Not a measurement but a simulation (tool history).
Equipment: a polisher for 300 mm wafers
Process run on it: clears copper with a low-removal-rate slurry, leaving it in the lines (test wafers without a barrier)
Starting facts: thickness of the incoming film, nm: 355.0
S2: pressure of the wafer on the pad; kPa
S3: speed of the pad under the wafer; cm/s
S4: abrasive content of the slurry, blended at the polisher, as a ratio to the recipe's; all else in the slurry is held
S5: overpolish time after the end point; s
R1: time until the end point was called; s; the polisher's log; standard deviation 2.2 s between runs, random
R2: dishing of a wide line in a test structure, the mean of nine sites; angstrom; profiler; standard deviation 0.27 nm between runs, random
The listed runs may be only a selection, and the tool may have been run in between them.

{"run": 1, "hour": 0.0, "flow of slurry (ml/min)": 165, "S2": 22.1, "S3": 86, "S4": 1, "S5": 9, "R1": 169.18, "R2": 167.02}
{"run": 2, "hour": 8.0, "flow of slurry (ml/min)": 165, "S2": 23.4, "S3": 86, "S4": 1, "S5": 9, "R1": 162.53, "R2": 177.85}
{"run": 3, "hour": 8.8, "flow of slurry (ml/min)": 170, "S2": 24.8, "S3": 86, "S4": 1, "S5": 9, "R1": 146.81, "R2": 190.82}
{"run": 4, "hour": 13.1, "flow of slurry (ml/min)": 170, "S2": 24.8, "S3": 86, "S4": 1.2, "S5": 9, "R1": 145.29, "R2": 192.93}
{"run": 5, "hour": 14.3, "flow of slurry (ml/min)": 145, "S2": 24.8, "S3": 86, "S4": 1.2, "S5": 9, "R1": 147.58, "R2": 185.49}
{"run": 6, "hour": 20.7, "flow of slurry (ml/min)": 145, "S2": 24.8, "S3": 86, "S4": 1.2, "S5": 12, "R1": 153.67, "R2": 243.98}
{"run": 7, "hour": 28.4, "flow of slurry (ml/min)": 160, "S2": 25.5, "S3": 86, "S4": 1.2, "S5": 12, "R1": 143.53, "R2": 255.12}
{"hour": 37.5, "done": "slurry nozzle cleaned"}
{"run": 8, "hour": 37.5, "flow of slurry (ml/min)": 175, "S2": 26.2, "S3": 86, "S4": 1.2, "S5": 12, "R1": 120.06, "R2": 286.84}

What does the tool deliver on the next run?
{"run": 9, "hour": 40.0, "flow of slurry (ml/min)": 180, "S2": 26.2, "S3": 86, "S4": 1.25, "S5": 11, "R1": "?", "R2": "?"}

{"run 9": {"R1": 120.31, "R2": 274.8}}

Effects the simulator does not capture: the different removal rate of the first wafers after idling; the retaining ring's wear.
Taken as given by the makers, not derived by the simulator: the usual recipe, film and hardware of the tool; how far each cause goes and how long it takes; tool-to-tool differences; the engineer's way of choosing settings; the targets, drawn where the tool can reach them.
